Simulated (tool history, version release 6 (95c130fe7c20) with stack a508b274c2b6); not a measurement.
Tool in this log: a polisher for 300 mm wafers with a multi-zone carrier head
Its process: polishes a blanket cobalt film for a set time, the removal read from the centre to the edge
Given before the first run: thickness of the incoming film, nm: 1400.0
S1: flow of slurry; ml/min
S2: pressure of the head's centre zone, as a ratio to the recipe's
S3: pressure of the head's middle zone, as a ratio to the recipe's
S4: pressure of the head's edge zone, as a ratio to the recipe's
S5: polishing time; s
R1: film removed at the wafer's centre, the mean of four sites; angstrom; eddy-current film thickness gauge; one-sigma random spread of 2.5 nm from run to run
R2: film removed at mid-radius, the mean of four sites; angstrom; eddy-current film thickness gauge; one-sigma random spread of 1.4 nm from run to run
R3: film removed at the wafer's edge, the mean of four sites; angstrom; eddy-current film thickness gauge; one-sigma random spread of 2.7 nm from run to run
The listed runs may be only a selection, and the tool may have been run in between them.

| run | hour | S1 | S2 | S3 | S4 | S5 | R1 | R2 | R3 |
|---|---|---|---|---|---|---|---|---|---|
| 1 | 0.0 | 205 | 1.00 | 1.00 | 1.00 | 53 | 3535.4 | 3402.2 | 3518.8 |
| 2 | 5.8 | 205 | 1.00 | 1.00 | 1.00 | 59 | 3890.4 | 3749.3 | 3845.6 |
| 3 | 14.0 | 205 | 1.00 | 1.05 | 1.00 | 59 | 3883.9 | 3939.1 | 3763.8 |
| 4 | 20.8 | 205 | 1.06 | 1.05 | 1.00 | 59 | 4097.6 | 3966.8 | 3880.1 |
| 5 | 21.3 | 205 | 1.11 | 1.05 | 1.00 | 59 | 4318.5 | 3943.5 | 3845.3 |
| 6 | 21.9 | 225 | 1.11 | 1.05 | 1.00 | 59 | 4302.5 | 4019.0 | 3944.1 |
| 7 | 27.7 | 205 | 1.09 | 1.01 | 0.96 | 52 | 3658.4 | 3369.3 | 3300.0 |
| 8 | 32.0 | 150 | 1.06 | 0.91 | 0.93 | 37 | 2458.6 | 2098.1 | 2284.7 |
| 9 | 39.9 | 150 | 1.06 | 0.90 | 0.91 | 35 | 2359.8 | 1969.1 | 2150.9 |
| 10 | 48.3 | 150 | 1.06 | 0.89 | 0.89 | 34 | 2267.0 | 1921.9 | 2047.7 |
| 11 | 48.9 | 140 | 1.09 | 0.81 | 0.86 | 28 | 1920.2 | 1461.7 | 1682.6 |
| 12 | 51.0 | 150 | 1.09 | 0.82 | 0.86 | 28 | 1908.6 | 1480.7 | 1668.1 |
| 13 | 52.4 | 150 | 1.09 | 0.83 | 0.87 | 28 | 1905.1 | 1463.5 | 1711.8 |

What does the tool deliver on the next run?
| 14 | 54.9 | 150 | 1.09 | 0.84 | 0.87 | 28 | ? | ? | ? |

For run 14 the tool returned R1 1926.7 angstrom, R2 1475.4 angstrom, R3 1694.1 angstrom.

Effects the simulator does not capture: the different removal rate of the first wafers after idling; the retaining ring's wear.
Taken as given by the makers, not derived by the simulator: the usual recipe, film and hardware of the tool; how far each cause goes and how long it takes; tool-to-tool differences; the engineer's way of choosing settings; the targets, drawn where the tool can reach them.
